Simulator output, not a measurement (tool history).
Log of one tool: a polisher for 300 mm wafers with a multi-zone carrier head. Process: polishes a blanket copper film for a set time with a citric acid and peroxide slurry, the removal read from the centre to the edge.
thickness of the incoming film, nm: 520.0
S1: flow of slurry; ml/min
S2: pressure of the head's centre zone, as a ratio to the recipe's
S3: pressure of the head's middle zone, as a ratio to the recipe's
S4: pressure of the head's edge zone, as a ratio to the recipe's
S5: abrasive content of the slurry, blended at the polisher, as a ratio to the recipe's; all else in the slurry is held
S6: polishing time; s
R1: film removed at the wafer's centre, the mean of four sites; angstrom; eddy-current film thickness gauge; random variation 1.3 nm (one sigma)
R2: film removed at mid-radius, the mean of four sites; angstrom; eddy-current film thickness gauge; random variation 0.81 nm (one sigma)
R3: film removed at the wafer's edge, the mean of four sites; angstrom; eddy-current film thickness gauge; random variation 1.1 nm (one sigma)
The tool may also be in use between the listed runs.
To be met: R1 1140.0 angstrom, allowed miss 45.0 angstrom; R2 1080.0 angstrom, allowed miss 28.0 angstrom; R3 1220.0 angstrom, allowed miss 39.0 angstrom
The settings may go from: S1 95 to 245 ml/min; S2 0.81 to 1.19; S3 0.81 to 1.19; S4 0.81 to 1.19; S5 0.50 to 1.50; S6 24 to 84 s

run,hour,S1,S2,S3,S4,S5,S6,R1,R2,R3
1,0.0,155,1.00,1.00,1.00,1.00,54,1840.4,1857.9,1816.6
2,5.0,150,0.99,0.98,0.99,0.95,52,1721.8,1709.5,1734.6
3,13.4,150,0.99,0.98,0.99,0.95,60,1930.9,1969.6,2020.9
4,18.4,150,0.98,0.97,0.98,0.90,57,1868.5,1810.1,1867.4
5,19.4,145,0.96,0.97,0.98,0.85,55,1719.5,1732.1,1781.0
6,24.3,145,0.96,0.97,0.98,0.85,60,1874.2,1898.0,1932.1
7,30.7,140,0.94,0.95,0.97,0.80,58,1730.0,1771.6,1812.5
8,32.6,135,0.93,0.93,0.97,0.75,56,1615.4,1627.3,1740.0

5 next moves are on the table. One of them brings every result within its allowed miss. Which?
A,34.5,110,0.82,0.81,0.88,0.55,49,?,?,?
B,34.5,175,0.92,0.85,0.97,0.50,42,?,?,?
C,34.5,105,1.05,0.96,1.03,0.80,43,?,?,?
D,34.5,105,0.89,0.99,0.88,1.00,37,?,?,?
E,34.5,115,1.05,0.83,0.99,0.70,40,?,?,?

move,R1,R2,R3
A,1091.3,1149.7,1330.4
B,1120.4,1081.3,1231.6
C,1324.6,1250.5,1357.2
D,1015.6,1163.1,1140.4
E,1217.7,1017.5,1217.8
A: nearer than the last run, and not there yet
B: meets every target
C: nearer than the last run, and not there yet
D: nearer than the last run, and not there yet
E: takes the result that was furthest off past its target
Move B is the one to make.
